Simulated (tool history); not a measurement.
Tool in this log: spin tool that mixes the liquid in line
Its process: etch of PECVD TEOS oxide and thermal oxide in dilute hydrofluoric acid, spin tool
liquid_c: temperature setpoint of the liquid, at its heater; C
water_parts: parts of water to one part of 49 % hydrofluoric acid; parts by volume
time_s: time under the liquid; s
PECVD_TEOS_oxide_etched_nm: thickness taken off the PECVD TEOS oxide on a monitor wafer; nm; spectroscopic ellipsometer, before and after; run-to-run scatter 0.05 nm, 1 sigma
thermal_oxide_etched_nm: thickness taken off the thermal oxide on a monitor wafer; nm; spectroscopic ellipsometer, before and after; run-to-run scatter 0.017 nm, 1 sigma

run,hour,liquid_c,water_parts,time_s,PECVD_TEOS_oxide_etched_nm,thermal_oxide_etched_nm
1,0,22,50,30,16.766,2.5702
2,2.3,19,50,30,14.574,2.2616
3,10.2,18.5,50,30,14.269,2.2129
4,19,17.5,50,30,13.727,2.1068
5,22.6,17,50,30,13.451,2.0487
6,26.5,17,60,30,11.034,1.7048
7,27.4,17.5,60,30,11.323,1.7426

Run 8 is up next; what results do you expect?
8,31.1,18,60,30,?,?

{"run 8": {"PECVD_TEOS_oxide_etched_nm": 11.486, "thermal_oxide_etched_nm": 1.7629}}
